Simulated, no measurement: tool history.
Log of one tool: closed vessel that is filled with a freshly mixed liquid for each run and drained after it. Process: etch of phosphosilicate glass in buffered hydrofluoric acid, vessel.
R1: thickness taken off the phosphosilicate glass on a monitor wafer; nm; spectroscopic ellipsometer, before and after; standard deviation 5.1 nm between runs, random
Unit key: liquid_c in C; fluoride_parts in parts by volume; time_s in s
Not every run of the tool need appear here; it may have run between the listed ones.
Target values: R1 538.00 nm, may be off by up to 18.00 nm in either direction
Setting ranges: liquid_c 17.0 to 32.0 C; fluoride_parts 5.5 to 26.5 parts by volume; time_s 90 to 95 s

Run 1, hour 0.0: liquid_c 24.0 C, fluoride_parts 16.0 parts by volume, time_s 90 s. Result: R1 215.93 nm.
Run 2, hour 2.2: liquid_c 22.5 C, fluoride_parts 16.0 parts by volume, time_s 90 s. Result: R1 196.57 nm.
Run 3, hour 6.0: liquid_c 19.5 C, fluoride_parts 16.0 parts by volume, time_s 90 s. Result: R1 165.40 nm.
Run 4, hour 8.3: liquid_c 19.5 C, fluoride_parts 16.0 parts by volume, time_s 95 s. Result: R1 172.71 nm.
Run 5, hour 13.6: liquid_c 17.0 C, fluoride_parts 16.0 parts by volume, time_s 95 s. Result: R1 153.76 nm.
Run 6, hour 16.1: liquid_c 17.0 C, fluoride_parts 20.5 parts by volume, time_s 95 s. Result: R1 120.68 nm.
Run 7, hour 18.7: liquid_c 21.0 C, fluoride_parts 15.5 parts by volume, time_s 95 s. Result: R1 197.67 nm.
Run 8, hour 26.8: liquid_c 25.0 C, fluoride_parts 10.5 parts by volume, time_s 95 s. Result: R1 362.94 nm.
Run 9, hour 32.3: liquid_c 27.0 C, fluoride_parts 10.5 parts by volume, time_s 95 s. Result: R1 400.00 nm.
Run 10, hour 33.0: liquid_c 28.5 C, fluoride_parts 10.5 parts by volume, time_s 95 s. Result: R1 440.69 nm.
Run 11, hour 35.1: liquid_c 29.5 C, fluoride_parts 10.5 parts by volume, time_s 95 s. Result: R1 456.16 nm.
Run 12, hour 39.8: liquid_c 30.5 C, fluoride_parts 10.5 parts by volume, time_s 95 s. Result: R1 483.21 nm.
Run 13, hour 47.9: liquid_c 31.0 C, fluoride_parts 10.5 parts by volume, time_s 95 s. Result: R1 494.02 nm.
Run 14, hour 54.2: liquid_c 31.5 C, fluoride_parts 10.5 parts by volume, time_s 95 s. Result: R1 507.22 nm.

Exercise: of the 4 proposed moves below, exactly one satisfies all targets within the stated allowed misses. Which move is it?
Run A, hour 60.5: liquid_c 29.0 C, fluoride_parts 9.0 parts by volume, time_s 90 s. Result: R1 ?.
Run B, hour 60.5: liquid_c 32.0 C, fluoride_parts 11.0 parts by volume, time_s 95 s. Result: R1 ?.
Run C, hour 60.5: liquid_c 32.0 C, fluoride_parts 11.0 parts by volume, time_s 90 s. Result: R1 ?.
Run D, hour 60.5: liquid_c 31.0 C, fluoride_parts 9.5 parts by volume, time_s 95 s. Result: R1 ?.

move      R1
   A  473.29
   B  498.62
   C  472.38
   D  536.31
A: lands further from the targets than the last run did
B: lands further from the targets than the last run did
C: lands further from the targets than the last run did
D: in spec on every target
Go with D: it meets all targets.

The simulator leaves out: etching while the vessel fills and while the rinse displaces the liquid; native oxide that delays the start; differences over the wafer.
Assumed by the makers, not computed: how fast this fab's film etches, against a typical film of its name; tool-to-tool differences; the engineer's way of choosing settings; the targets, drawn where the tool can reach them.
